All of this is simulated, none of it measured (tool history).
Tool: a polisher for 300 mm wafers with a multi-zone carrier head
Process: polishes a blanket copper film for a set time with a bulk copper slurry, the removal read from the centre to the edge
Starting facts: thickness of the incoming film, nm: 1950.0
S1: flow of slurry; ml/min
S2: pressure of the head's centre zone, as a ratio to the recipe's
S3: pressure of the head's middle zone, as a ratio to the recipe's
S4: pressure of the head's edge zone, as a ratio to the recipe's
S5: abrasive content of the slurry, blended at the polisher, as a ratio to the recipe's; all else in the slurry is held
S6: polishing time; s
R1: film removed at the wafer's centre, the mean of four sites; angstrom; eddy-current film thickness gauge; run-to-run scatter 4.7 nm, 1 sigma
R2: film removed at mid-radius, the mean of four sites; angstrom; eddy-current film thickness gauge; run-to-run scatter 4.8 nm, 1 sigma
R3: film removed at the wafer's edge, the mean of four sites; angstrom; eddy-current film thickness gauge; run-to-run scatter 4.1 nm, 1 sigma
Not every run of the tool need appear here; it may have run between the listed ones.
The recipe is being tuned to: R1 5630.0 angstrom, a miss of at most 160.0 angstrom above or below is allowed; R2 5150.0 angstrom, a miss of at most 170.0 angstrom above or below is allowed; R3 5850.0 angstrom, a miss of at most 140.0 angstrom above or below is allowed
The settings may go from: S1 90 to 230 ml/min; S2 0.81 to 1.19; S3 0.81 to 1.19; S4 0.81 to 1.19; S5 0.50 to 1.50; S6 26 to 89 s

{"run": 1, "hour": 0.0, "S1": 150, "S2": 1.0, "S3": 1.0, "S4": 1.0, "S5": 1.0, "S6": 57, "R1": 5946.1, "R2": 5931.8, "R3": 6151.2}
{"run": 2, "hour": 3.0, "S1": 140, "S2": 1.0, "S3": 0.98, "S4": 1.0, "S5": 1.0, "S6": 57, "R1": 5847.0, "R2": 5745.8, "R3": 5989.1}
{"run": 3, "hour": 4.3, "S1": 135, "S2": 1.0, "S3": 0.96, "S4": 1.01, "S5": 1.0, "S6": 57, "R1": 5817.2, "R2": 5652.7, "R3": 6065.1}
{"run": 4, "hour": 6.1, "S1": 135, "S2": 1.0, "S3": 0.96, "S4": 1.01, "S5": 1.0, "S6": 69, "R1": 6921.4, "R2": 6828.6, "R3": 7336.3}
{"run": 5, "hour": 10.4, "S1": 160, "S2": 1.0, "S3": 0.96, "S4": 1.01, "S5": 1.0, "S6": 69, "R1": 7341.8, "R2": 6980.6, "R3": 7419.3}
{"run": 6, "hour": 14.7, "S1": 155, "S2": 0.99, "S3": 0.93, "S4": 0.99, "S5": 0.9, "S6": 68, "R1": 6761.2, "R2": 6533.5, "R3": 7057.8}
{"run": 7, "hour": 16.2, "S1": 150, "S2": 1.0, "S3": 0.91, "S4": 0.97, "S5": 0.85, "S6": 67, "R1": 6579.1, "R2": 6182.6, "R3": 6768.0}
{"run": 8, "hour": 21.0, "S1": 145, "S2": 1.0, "S3": 0.89, "S4": 0.95, "S5": 0.8, "S6": 67, "R1": 6454.7, "R2": 5943.9, "R3": 6451.6}
{"run": 9, "hour": 28.7, "S1": 135, "S2": 0.99, "S3": 0.87, "S4": 0.94, "S5": 0.8, "S6": 67, "R1": 6253.6, "R2": 5743.1, "R3": 6363.0}
{"run": 10, "hour": 30.2, "S1": 130, "S2": 0.98, "S3": 0.86, "S4": 0.93, "S5": 0.8, "S6": 67, "R1": 6182.2, "R2": 5743.6, "R3": 6287.6}
{"run": 11, "hour": 32.6, "S1": 125, "S2": 0.98, "S3": 0.85, "S4": 0.93, "S5": 0.75, "S6": 67, "R1": 6076.4, "R2": 5494.9, "R3": 6171.4}
{"run": 12, "hour": 34.0, "S1": 120, "S2": 0.97, "S3": 0.84, "S4": 0.92, "S5": 0.75, "S6": 67, "R1": 5877.8, "R2": 5372.7, "R3": 6129.4}
{"run": 13, "hour": 38.5, "S1": 115, "S2": 0.97, "S3": 0.84, "S4": 0.91, "S5": 0.75, "S6": 67, "R1": 5880.7, "R2": 5316.2, "R3": 6063.0}
{"run": 14, "hour": 42.8, "S1": 110, "S2": 0.97, "S3": 0.84, "S4": 0.9, "S5": 0.75, "S6": 67, "R1": 5869.7, "R2": 5420.6, "R3": 6082.0}
{"run": 15, "hour": 49.1, "S1": 110, "S2": 0.97, "S3": 0.83, "S4": 0.89, "S5": 0.75, "S6": 67, "R1": 5815.3, "R2": 5318.3, "R3": 6025.3}
{"run": 16, "hour": 52.8, "S1": 110, "S2": 0.97, "S3": 0.83, "S4": 0.88, "S5": 0.75, "S6": 67, "R1": 5834.0, "R2": 5402.2, "R3": 6004.7}

Which one of the following 4 next-run settings gets every result inside its allowed miss? There is exactly one.
{"run": "A", "hour": 56.5, "S1": 165, "S2": 0.98, "S3": 0.9, "S4": 0.81, "S5": 0.65, "S6": 69, "R1": "?", "R2": "?", "R3": "?"}
{"run": "B", "hour": 56.5, "S1": 90, "S2": 1.0, "S3": 0.86, "S4": 0.94, "S5": 0.6, "S6": 71, "R1": "?", "R2": "?", "R3": "?"}
{"run": "C", "hour": 56.5, "S1": 120, "S2": 1.05, "S3": 0.81, "S4": 0.87, "S5": 0.7, "S6": 69, "R1": "?", "R2": "?", "R3": "?"}
{"run": "D", "hour": 56.5, "S1": 120, "S2": 0.96, "S3": 0.91, "S4": 0.93, "S5": 0.6, "S6": 72, "R1": "?", "R2": "?", "R3": "?"}

move=A R1=5990.5 R2=5710.3 R3=5983.2
move=B R1=5499.5 R2=5053.3 R3=5913.7
move=C R1=6281.2 R2=5259.6 R3=6127.3
move=D R1=5632.1 R2=5553.4 R3=6154.8
A: misses by more than the last run did
B: each result inside its tolerance
C: brings the result that was furthest off to its target, and leaves another outside
D: misses by more than the last run did
The right move is B.

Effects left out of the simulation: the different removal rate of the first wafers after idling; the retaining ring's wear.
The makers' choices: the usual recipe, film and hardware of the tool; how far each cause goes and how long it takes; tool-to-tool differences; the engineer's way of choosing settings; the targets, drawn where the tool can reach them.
